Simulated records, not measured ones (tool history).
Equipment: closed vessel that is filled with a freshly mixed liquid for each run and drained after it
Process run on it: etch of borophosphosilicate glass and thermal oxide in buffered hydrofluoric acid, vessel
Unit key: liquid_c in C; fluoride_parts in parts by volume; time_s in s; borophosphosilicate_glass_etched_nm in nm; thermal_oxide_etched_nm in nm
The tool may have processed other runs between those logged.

| run | day | liquid_c | fluoride_parts | time_s | borophosphosilicate_glass_etched_nm | thermal_oxide_etched_nm |
|---|---|---|---|---|---|---|
| 1 | 0 | 24 | 19.5 | 60 | 64.75 | 34.502 |
| 2 | 0.258 | 24 | 24 | 60 | 56.164 | 29.353 |
| 3 | 0.525 | 25 | 24 | 60 | 60.013 | 31.214 |
| 4 | 0.758 | 26.5 | 23.5 | 60 | 64.281 | 33.873 |
| 5 | 0.942 | 27.5 | 23 | 60 | 69.702 | 36.699 |
| 6 | 0.996 | 28.5 | 23 | 60 | 72.335 | 38.921 |
| 7 | 1.292 | 29 | 22.5 | 60 | 75.77 | 40.565 |
| 8 | 1.642 | 29 | 22.5 | 60 | 76.713 | 40.962 |
| 9 | 1.708 | 29.5 | 22.5 | 60 | 78.747 | 41.276 |
| 10 | 2 | 30 | 22.5 | 60 | 80.228 | 42.881 |
| 11 | 2.271 | 30 | 22.5 | 60 | 80.701 | 42.363 |
| 12 | 2.462 | 30.5 | 22.5 | 60 | 80.51 | 43.532 |

Estimate the outcome of run 13 from the log above:
| 13 | 2.796 | 30.5 | 22 | 60 | ? | ? |

borophosphosilicate_glass_etched_nm: 83.906 nm
thermal_oxide_etched_nm: 44.598 nm
